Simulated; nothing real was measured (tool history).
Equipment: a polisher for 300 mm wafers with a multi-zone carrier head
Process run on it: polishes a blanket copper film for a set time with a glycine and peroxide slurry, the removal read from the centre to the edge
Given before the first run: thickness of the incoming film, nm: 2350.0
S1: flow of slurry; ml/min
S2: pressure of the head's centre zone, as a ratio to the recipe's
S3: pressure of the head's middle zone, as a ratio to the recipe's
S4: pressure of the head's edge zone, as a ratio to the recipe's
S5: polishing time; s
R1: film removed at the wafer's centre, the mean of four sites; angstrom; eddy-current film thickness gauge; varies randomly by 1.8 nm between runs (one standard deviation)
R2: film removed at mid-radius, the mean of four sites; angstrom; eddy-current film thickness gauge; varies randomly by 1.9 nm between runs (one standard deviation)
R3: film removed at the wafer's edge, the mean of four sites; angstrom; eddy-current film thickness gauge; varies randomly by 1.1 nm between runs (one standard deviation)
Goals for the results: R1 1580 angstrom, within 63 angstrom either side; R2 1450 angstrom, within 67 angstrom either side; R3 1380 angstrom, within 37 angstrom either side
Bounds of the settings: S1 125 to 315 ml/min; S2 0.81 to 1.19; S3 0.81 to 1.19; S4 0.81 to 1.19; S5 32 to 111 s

{"run": 1, "hour": 0.0, "S1": 205, "S2": 1, "S3": 1, "S4": 1, "S5": 71, "R1": 2398.1, "R2": 2445.4, "R3": 2398.1}
{"run": 2, "hour": 1.4, "S1": 205, "S2": 1.02, "S3": 0.99, "S4": 0.96, "S5": 62, "R1": 2153.2, "R2": 2165.8, "R3": 2082.5}
{"run": 3, "hour": 6.9, "S1": 205, "S2": 1.02, "S3": 0.99, "S4": 0.9, "S5": 62, "R1": 2075.3, "R2": 2164, "R3": 1979.9}
{"run": 4, "hour": 10.3, "S1": 205, "S2": 1.02, "S3": 0.99, "S4": 0.9, "S5": 73, "R1": 2457.5, "R2": 2528.6, "R3": 2384.2}
{"run": 5, "hour": 16.1, "S1": 205, "S2": 1.02, "S3": 0.93, "S4": 0.9, "S5": 73, "R1": 2516.6, "R2": 2372.6, "R3": 2361.8}
{"run": 6, "hour": 24.5, "S1": 205, "S2": 1.02, "S3": 0.93, "S4": 0.94, "S5": 73, "R1": 2540.6, "R2": 2356.4, "R3": 2390.7}
{"run": 7, "hour": 26.1, "S1": 205, "S2": 1.03, "S3": 0.92, "S4": 0.91, "S5": 64, "R1": 2208.7, "R2": 2104.5, "R3": 2081.9}
{"run": 8, "hour": 35.1, "S1": 190, "S2": 1.13, "S3": 0.86, "S4": 0.82, "S5": 44, "R1": 1625.8, "R2": 1343.5, "R3": 1364.2}

5 next moves are on the table. One of them brings every result within its allowed miss. Which?
{"run": "A", "hour": 44.1, "S1": 155, "S2": 1.05, "S3": 0.87, "S4": 0.9, "S5": 45, "R1": "?", "R2": "?", "R3": "?"}
{"run": "B", "hour": 44.1, "S1": 185, "S2": 1.08, "S3": 0.95, "S4": 0.86, "S5": 44, "R1": "?", "R2": "?", "R3": "?"}
{"run": "C", "hour": 44.1, "S1": 220, "S2": 1.14, "S3": 0.81, "S4": 0.84, "S5": 46, "R1": "?", "R2": "?", "R3": "?"}
{"run": "D", "hour": 44.1, "S1": 205, "S2": 1.07, "S3": 0.82, "S4": 0.84, "S5": 44, "R1": "?", "R2": "?", "R3": "?"}
{"run": "E", "hour": 44.1, "S1": 205, "S2": 0.97, "S3": 0.85, "S4": 0.83, "S5": 48, "R1": "?", "R2": "?", "R3": "?"}

move=A R1=1501.2 R2=1343.5 R3=1400.8
move=B R1=1566.8 R2=1462.8 R3=1374.2
move=C R1=1773.7 R2=1377.5 R3=1453.5
move=D R1=1581.5 R2=1317.4 R3=1379.3
move=E R1=1576.9 R2=1480.8 R3=1496.2
A: roughly where the last run was
B: all results land within tolerance of their targets
C: lands further from the targets than the last run did
D: lands further from the targets than the last run did
E: gets the furthest-off result to its target, but another result is out of tolerance
Go with B: it meets all targets.

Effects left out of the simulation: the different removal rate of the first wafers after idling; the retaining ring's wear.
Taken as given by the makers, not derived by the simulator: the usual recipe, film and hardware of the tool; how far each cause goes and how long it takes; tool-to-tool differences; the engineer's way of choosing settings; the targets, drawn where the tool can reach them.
